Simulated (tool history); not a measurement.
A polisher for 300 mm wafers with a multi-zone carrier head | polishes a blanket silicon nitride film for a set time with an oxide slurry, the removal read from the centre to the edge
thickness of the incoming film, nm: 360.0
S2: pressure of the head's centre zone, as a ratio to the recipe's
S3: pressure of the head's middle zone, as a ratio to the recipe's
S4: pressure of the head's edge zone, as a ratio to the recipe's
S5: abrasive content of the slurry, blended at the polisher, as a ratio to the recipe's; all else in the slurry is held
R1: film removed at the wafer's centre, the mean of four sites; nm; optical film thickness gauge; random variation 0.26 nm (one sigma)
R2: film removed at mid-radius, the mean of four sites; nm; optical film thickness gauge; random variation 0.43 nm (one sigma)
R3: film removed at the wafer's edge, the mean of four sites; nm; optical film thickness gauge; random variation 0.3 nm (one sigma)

run 1 hour=0.0 | flow_of_slurry_(ml/min)=205 S2=1.00 S3=1.00 S4=1.00 S5=1.00 polishing_time_(s)=46 | R1=42.128 R2=41.859 R3=43.308
run 2 hour=2.3 | flow_of_slurry_(ml/min)=205 S2=1.00 S3=1.06 S4=1.00 S5=1.00 polishing_time_(s)=46 | R1=42.643 R2=44.242 R3=44.028
run 3 hour=10.1 | flow_of_slurry_(ml/min)=195 S2=0.96 S3=1.05 S4=0.97 S5=0.90 polishing_time_(s)=46 | R1=38.757 R2=43.081 R3=40.319
run 4 hour=13.1 | flow_of_slurry_(ml/min)=190 S2=0.93 S3=1.02 S4=0.98 S5=0.85 polishing_time_(s)=46 | R1=36.253 R2=41.333 R3=40.010
run 5 hour=15.7 | flow_of_slurry_(ml/min)=185 S2=0.91 S3=0.99 S4=0.96 S5=0.80 polishing_time_(s)=46 | R1=35.728 R2=38.592 R3=38.778
run 6 hour=21.0 | flow_of_slurry_(ml/min)=180 S2=0.89 S3=0.99 S4=0.96 S5=0.75 polishing_time_(s)=46 | R1=33.213 R2=37.783 R3=37.837
run 7 hour=28.9 | flow_of_slurry_(ml/min)=175 S2=0.87 S3=0.99 S4=0.95 S5=0.70 polishing_time_(s)=46 | R1=31.723 R2=37.411 R3=36.592
run 8 hour=30.7 | flow_of_slurry_(ml/min)=170 S2=0.86 S3=0.98 S4=0.94 S5=0.65 polishing_time_(s)=46 | R1=30.128 R2=34.828 R3=34.714
run 9 hour=31.8 | flow_of_slurry_(ml/min)=170 S2=0.86 S3=0.98 S4=0.94 S5=0.65 polishing_time_(s)=46 | R1=30.948 R2=34.737 R3=35.354

Run 10 comes next. What will it give?
run 10 hour=39.7 | flow_of_slurry_(ml/min)=165 S2=0.85 S3=0.99 S4=0.93 S5=0.65 polishing_time_(s)=46 | R1=? R2=? R3=?

R1: 30.033 nm
R2: 35.138 nm
R3: 35.002 nm
